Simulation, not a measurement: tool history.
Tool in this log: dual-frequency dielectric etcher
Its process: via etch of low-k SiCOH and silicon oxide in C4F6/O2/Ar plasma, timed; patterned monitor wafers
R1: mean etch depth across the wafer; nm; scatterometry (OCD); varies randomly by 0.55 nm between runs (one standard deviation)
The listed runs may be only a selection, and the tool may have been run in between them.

Run 1, day 0: source power (W) 410, bias power (W) 201, etch time (s) 49.5. Result: R1 126.34 nm.
Run 2, day 0.279: source power (W) 410, bias power (W) 232, etch time (s) 49.5. Result: R1 133.17 nm.
Run 3, day 0.342: source power (W) 380, bias power (W) 227, etch time (s) 49.5. Result: R1 129.09 nm.
Run 4, day 0.55: source power (W) 350, bias power (W) 220, etch time (s) 49.5. Result: R1 124.29 nm.
Run 5, day 0.704: source power (W) 350, bias power (W) 220, etch time (s) 52. Result: R1 130.69 nm.
Run 6, day 0.8: source power (W) 330, bias power (W) 213, etch time (s) 52. Result: R1 125.83 nm.
Run 7, day 1.133: source power (W) 310, bias power (W) 210, etch time (s) 52. Result: R1 124.7 nm.
Run 8, day 1.321: source power (W) 300, bias power (W) 204, etch time (s) 52. Result: R1 121.24 nm.
Run 9, day 1.488: source power (W) 290, bias power (W) 201, etch time (s) 52. Result: R1 120.1 nm.

What does the tool deliver on the next run?
Run 10, day 1.658: source power (W) 280, bias power (W) 198, etch time (s) 52. Result: R1 ?.

Run 10 came out at R1 117.38 nm.
